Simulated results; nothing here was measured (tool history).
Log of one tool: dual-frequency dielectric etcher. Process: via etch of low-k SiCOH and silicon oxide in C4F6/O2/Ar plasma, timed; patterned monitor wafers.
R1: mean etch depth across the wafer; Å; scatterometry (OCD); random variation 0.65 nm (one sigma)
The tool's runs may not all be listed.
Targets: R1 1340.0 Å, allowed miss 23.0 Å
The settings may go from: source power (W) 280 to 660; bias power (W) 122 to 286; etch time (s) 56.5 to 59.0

Run 1, hour 0.0: source power (W) 470, bias power (W) 204, etch time (s) 56.5. Result: R1 1485.4 Å.
Run 2, hour 3.1: source power (W) 410, bias power (W) 204, etch time (s) 56.5. Result: R1 1432.5 Å.
Run 3, hour 11.6: source power (W) 410, bias power (W) 204, etch time (s) 59.0. Result: R1 1488.1 Å.
Run 4, hour 20.4: source power (W) 470, bias power (W) 204, etch time (s) 59.0. Result: R1 1552.9 Å.
Run 5, hour 29.1: source power (W) 430, bias power (W) 197, etch time (s) 59.0. Result: R1 1503.5 Å.
Run 6, hour 35.8: source power (W) 400, bias power (W) 192, etch time (s) 59.0. Result: R1 1446.8 Å.
Run 7, hour 44.4: source power (W) 380, bias power (W) 191, etch time (s) 59.0. Result: R1 1440.7 Å.
Run 8, hour 48.7: source power (W) 360, bias power (W) 188, etch time (s) 59.0. Result: R1 1402.7 Å.
Run 9, hour 54.5: source power (W) 350, bias power (W) 187, etch time (s) 59.0. Result: R1 1395.2 Å.
Run 10, hour 56.6: source power (W) 340, bias power (W) 186, etch time (s) 59.0. Result: R1 1386.2 Å.
Run 11, hour 59.6: source power (W) 330, bias power (W) 185, etch time (s) 59.0. Result: R1 1379.0 Å.

Which of these 5 next moves meets every target?
Run A, hour 62.6: source power (W) 290, bias power (W) 219, etch time (s) 58.5. Result: R1 ?.
Run B, hour 62.6: source power (W) 380, bias power (W) 154, etch time (s) 59.0. Result: R1 ?.
Run C, hour 62.6: source power (W) 370, bias power (W) 197, etch time (s) 59.0. Result: R1 ?.
Run D, hour 62.6: source power (W) 340, bias power (W) 193, etch time (s) 59.0. Result: R1 ?.
Run E, hour 62.6: source power (W) 380, bias power (W) 177, etch time (s) 58.5. Result: R1 ?.

move      R1
   A  1399.8
   B  1356.4
   C  1454.3
   D  1411.9
   E  1404.0
A: further off than the last run
B: meets every target
C: further off than the last run
D: further off than the last run
E: further off than the last run
The right move is B.

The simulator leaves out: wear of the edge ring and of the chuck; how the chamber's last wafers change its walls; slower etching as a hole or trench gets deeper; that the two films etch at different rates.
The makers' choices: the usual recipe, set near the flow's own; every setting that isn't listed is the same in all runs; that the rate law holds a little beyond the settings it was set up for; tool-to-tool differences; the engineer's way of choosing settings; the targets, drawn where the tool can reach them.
